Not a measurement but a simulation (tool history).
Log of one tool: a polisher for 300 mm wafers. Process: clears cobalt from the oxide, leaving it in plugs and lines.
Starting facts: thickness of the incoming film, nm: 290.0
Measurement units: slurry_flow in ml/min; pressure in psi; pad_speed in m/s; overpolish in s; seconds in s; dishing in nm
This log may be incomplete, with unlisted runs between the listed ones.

| run | hour | slurry_flow | pressure | pad_speed | overpolish | seconds | dishing |
|---|---|---|---|---|---|---|---|
| 1 | 0.0 | 170 | 2.1 | 0.80 | 15 | 79.211 | 37.5460 |
| 2 | 4.4 | 165 | 1.9 | 0.72 | 12 | 98.995 | 28.3720 |
| 3 | 9.6 | 165 | 1.9 | 0.72 | 16 | 94.423 | 34.5440 |
| 4 | 17.0 | 150 | 1.8 | 0.66 | 13 | 110.760 | 27.4660 |
| 5 | 23.8 | 115 | 1.8 | 0.66 | 13 | 117.420 | 25.5080 |
| 6 | 28.2 | 110 | 1.7 | 0.64 | 11 | 128.690 | 20.7090 |
| 7 | 29.2 | 105 | 1.5 | 0.70 | 9 | 132.470 | 17.3160 |
| 8 | 34.4 | 105 | 1.4 | 0.74 | 8 | 132.170 | 16.4060 |
| 9 | 35.4 | 105 | 1.4 | 0.74 | 8 | 127.940 | 16.5340 |
| 10 | 40.4 | 100 | 1.1 | 0.70 | 4 | 164.450 | 7.1927 |
| 11 | 42.0 | 100 | 1.2 | 0.70 | 4 | 156.620 | 7.3763 |
| 12 | 44.6 | 100 | 1.5 | 0.72 | 11 | 129.830 | 21.4970 |
| 13 | 53.5 | 130 | 1.4 | 0.72 | 11 | 126.670 | 22.0350 |
| 14 | 55.7 | 100 | 1.5 | 0.52 | 4 | 178.630 | 6.3927 |
| 15 | 61.8 | 100 | 1.6 | 0.52 | 4 | 168.120 | 6.8534 |
| 16 | 68.3 | 100 | 1.7 | 0.52 | 4 | 161.560 | 7.0437 |
| 17 | 70.7 | 100 | 2.1 | 0.54 | 11 | 133.060 | 21.1420 |
| 18 | 76.8 | 130 | 1.9 | 0.54 | 11 | 130.850 | 20.9780 |
| 19 | 82.3 | 140 | 1.8 | 0.54 | 10 | 139.620 | 18.6200 |

Run 20 is up next; what results do you expect?
| 20 | 89.2 | 140 | 1.8 | 0.54 | 9 | ? | ? |

seconds: 137.660 s
dishing: 17.6350 nm

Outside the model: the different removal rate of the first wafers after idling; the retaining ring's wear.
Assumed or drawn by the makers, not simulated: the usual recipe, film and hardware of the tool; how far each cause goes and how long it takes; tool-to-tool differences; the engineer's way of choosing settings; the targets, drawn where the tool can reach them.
